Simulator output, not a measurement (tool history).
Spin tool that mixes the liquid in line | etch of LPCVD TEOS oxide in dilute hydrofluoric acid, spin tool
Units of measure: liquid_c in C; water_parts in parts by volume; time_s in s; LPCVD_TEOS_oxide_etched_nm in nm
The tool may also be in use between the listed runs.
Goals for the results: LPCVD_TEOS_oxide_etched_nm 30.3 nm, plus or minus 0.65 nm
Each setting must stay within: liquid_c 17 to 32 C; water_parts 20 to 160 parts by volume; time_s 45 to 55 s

run,hour,liquid_c,water_parts,time_s,LPCVD_TEOS_oxide_etched_nm
1,0,24,90,55,18.28
2,5.1,24,90,45,15.046
3,6.3,24,115,45,11.426
4,12.5,25.5,115,45,12.16
5,20.4,27.5,100,45,15.578
6,23.4,27.5,110,45,13.574
7,25.9,29,90,45,18.315
8,28.3,30,80,45,21.699
9,30.5,30.5,75,45,23.709
10,37.9,31,70,45,26.398
11,42.7,31.5,65,45,28.97
12,43.3,32,65,45,29.515
13,51,32,65,50,32.828
14,53.3,31.5,65,50,32.343
15,60.3,31,65,50,31.504
16,61,31,65,50,31.467

Next run, 4 choices. One meets every target within its allowed miss, the rest don't. Which?
A,61.7,29.5,70,55,?
B,61.7,30,55,45,?
C,61.7,30.5,55,45,?
D,61.7,29,65,55,?

move,LPCVD_TEOS_oxide_etched_nm
A,30.159
B,32.749
C,33.393
D,32.089
A: all results land within tolerance of their targets
B: misses by more than the last run did
C: misses by more than the last run did
D: misses by more than the last run did
The move that meets every target is A.

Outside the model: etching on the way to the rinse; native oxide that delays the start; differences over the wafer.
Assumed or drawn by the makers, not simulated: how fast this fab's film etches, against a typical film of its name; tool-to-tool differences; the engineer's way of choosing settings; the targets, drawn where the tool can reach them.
